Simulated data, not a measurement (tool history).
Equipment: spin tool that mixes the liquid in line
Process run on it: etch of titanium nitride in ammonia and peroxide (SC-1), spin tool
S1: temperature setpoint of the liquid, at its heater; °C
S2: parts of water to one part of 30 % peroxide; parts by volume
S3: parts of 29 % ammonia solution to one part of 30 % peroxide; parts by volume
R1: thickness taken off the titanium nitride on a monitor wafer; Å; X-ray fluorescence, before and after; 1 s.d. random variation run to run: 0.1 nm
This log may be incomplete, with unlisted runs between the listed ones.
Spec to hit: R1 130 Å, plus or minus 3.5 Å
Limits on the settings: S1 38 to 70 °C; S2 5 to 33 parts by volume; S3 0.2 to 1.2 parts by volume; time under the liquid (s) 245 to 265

run 1 hour=0 | S1=54 S2=18.5 S3=0.9 time_under_the_liquid_(s)=245 | R1=212.52
run 2 hour=0.8 | S1=51.5 S2=18.5 S3=0.9 time_under_the_liquid_(s)=245 | R1=178.43
run 3 hour=4.9 | S1=51.5 S2=18.5 S3=0.6 time_under_the_liquid_(s)=245 | R1=163.76
run 4 hour=5.9 | S1=50.5 S2=18.5 S3=0.6 time_under_the_liquid_(s)=245 | R1=156.41
run 5 hour=11.7 | S1=50.5 S2=18.5 S3=0.6 time_under_the_liquid_(s)=245 | R1=155.24
run 6 hour=20.2 | S1=50.5 S2=18.5 S3=0.6 time_under_the_liquid_(s)=265 | R1=167.83
run 7 hour=28 | S1=49.5 S2=18.5 S3=0.6 time_under_the_liquid_(s)=265 | R1=154.42
run 8 hour=29.5 | S1=49 S2=18.5 S3=0.6 time_under_the_liquid_(s)=265 | R1=149.65
run 9 hour=38.3 | S1=48.5 S2=18.5 S3=0.6 time_under_the_liquid_(s)=265 | R1=145.35
-- hour=45.1 ammonia flow meter replaced
run 10 hour=45.1 | S1=48 S2=18.5 S3=0.6 time_under_the_liquid_(s)=265 | R1=144.01

Below are 4 possible settings for the next run. Only one of them brings all results inside the allowed miss of their targets. Which is it?
run A hour=51.9 | S1=48 S2=21.5 S3=0.65 time_under_the_liquid_(s)=255 | R1=?
run B hour=51.9 | S1=52.5 S2=23.5 S3=0.5 time_under_the_liquid_(s)=265 | R1=?
run C hour=51.9 | S1=49 S2=20 S3=0.8 time_under_the_liquid_(s)=265 | R1=?
run D hour=51.9 | S1=51.5 S2=20.5 S3=0.3 time_under_the_liquid_(s)=265 | R1=?

move=A R1=129.83
move=B R1=167.19
move=C R1=156.43
move=D R1=152.99
A: every result lands within tolerance
B: lands further from the targets than the last run did
C: lands further from the targets than the last run did
D: lands further from the targets than the last run did
So the answer is move A, the one that meets all the targets.
